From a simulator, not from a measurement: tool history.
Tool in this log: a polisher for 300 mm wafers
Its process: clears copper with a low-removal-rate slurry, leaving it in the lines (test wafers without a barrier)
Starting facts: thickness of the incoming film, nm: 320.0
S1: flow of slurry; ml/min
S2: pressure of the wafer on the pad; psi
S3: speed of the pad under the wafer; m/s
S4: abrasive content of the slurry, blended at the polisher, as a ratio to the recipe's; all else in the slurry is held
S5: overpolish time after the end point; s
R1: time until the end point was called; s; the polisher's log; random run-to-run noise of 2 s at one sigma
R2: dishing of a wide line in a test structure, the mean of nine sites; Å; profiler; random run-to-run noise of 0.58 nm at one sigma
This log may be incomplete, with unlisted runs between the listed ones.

run 1 hour=0 | S1=270 S2=3.6 S3=1 S4=1 S5=28 | R1=103.56 R2=573.14
run 2 hour=2.3 | S1=270 S2=3.6 S3=1 S4=1 S5=25 | R1=99.961 R2=521.59
run 3 hour=6.4 | S1=270 S2=3.5 S3=1 S4=1 S5=23 | R1=103.48 R2=475.68
run 4 hour=8.5 | S1=270 S2=3.5 S3=1 S4=1 S5=21 | R1=103.59 R2=445.06
run 5 hour=11.5 | S1=270 S2=3.1 S3=1 S4=1 S5=21 | R1=115.89 R2=396.34
run 6 hour=12.3 | S1=270 S2=3.7 S3=1 S4=1 S5=21 | R1=100.17 R2=457

Expected results for the next run?
run 7 hour=17.9 | S1=270 S2=3.4 S3=1.02 S4=1 S5=14 | R1=? R2=?

R1: 107.59 s
R2: 305.54 Å
